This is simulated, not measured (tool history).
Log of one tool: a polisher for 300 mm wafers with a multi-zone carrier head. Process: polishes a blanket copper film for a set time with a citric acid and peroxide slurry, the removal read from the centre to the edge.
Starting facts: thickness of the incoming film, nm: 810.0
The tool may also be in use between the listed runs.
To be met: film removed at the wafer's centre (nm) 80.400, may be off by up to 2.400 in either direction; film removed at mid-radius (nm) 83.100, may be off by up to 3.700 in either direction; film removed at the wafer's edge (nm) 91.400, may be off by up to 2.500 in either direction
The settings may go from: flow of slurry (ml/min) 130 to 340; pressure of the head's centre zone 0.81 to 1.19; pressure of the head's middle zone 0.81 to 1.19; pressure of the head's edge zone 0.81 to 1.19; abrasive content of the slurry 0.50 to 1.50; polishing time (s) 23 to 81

run,hour,flow of slurry (ml/min),pressure of the head's centre zone,pressure of the head's middle zone,pressure of the head's edge zone,abrasive content of the slurry,polishing time (s),film removed at the wafer's centre (nm),film removed at mid-radius (nm),film removed at the wafer's edge (nm)
1,0.0,220,1.00,1.00,1.00,1.00,52,149.800,144.850,148.940
2,0.7,220,1.00,1.00,1.00,1.00,58,168.160,162.520,167.090
3,7.0,220,1.00,1.00,1.00,1.00,71,203.050,198.490,203.170
4,13.0,220,1.00,1.00,1.00,1.10,71,206.010,208.270,209.320
5,18.6,220,1.00,0.93,1.00,1.10,71,210.260,195.240,207.930
6,27.4,220,1.00,0.93,1.00,1.00,71,205.170,185.760,202.920
7,28.0,210,0.97,0.94,0.98,0.90,65,175.140,166.370,180.040
8,34.1,190,0.87,0.90,0.88,0.65,51,114.910,117.800,126.620
9,40.7,160,0.82,0.85,0.82,0.50,37,72.562,78.145,82.792
10,41.9,175,0.82,0.85,0.83,0.50,37,74.754,77.451,84.190
11,48.5,180,0.82,0.86,0.84,0.50,37,74.525,78.593,84.226
12,55.6,185,0.82,0.87,0.86,0.50,37,74.785,80.858,85.419
13,61.1,190,0.82,0.87,0.87,0.50,37,75.073,81.085,86.122
# hour 69.9: worn pad replaced by a new one
14,69.9,195,0.82,0.87,0.88,0.50,37,81.545,86.525,94.702

4 candidate next runs follow, results not yet known. Just one meets every target within its allowed miss. Identify it.
A,78.7,165,0.83,0.87,0.93,0.50,37,?,?,?
B,78.7,180,0.82,0.83,0.92,0.50,37,?,?,?
C,78.7,185,0.81,0.86,0.93,0.55,37,?,?,?
D,78.7,185,0.83,0.85,0.87,0.70,34,?,?,?

move,film removed at the wafer's centre (nm),film removed at mid-radius (nm),film removed at the wafer's edge (nm)
A,80.335,86.978,94.549
B,80.482,84.738,94.995
C,81.220,89.059,97.322
D,79.895,84.709,90.661
A: about as far from the targets as the last run
B: moves away from the targets compared with the last run
C: moves away from the targets compared with the last run
D: hits every target within its allowed miss
D meets every target.
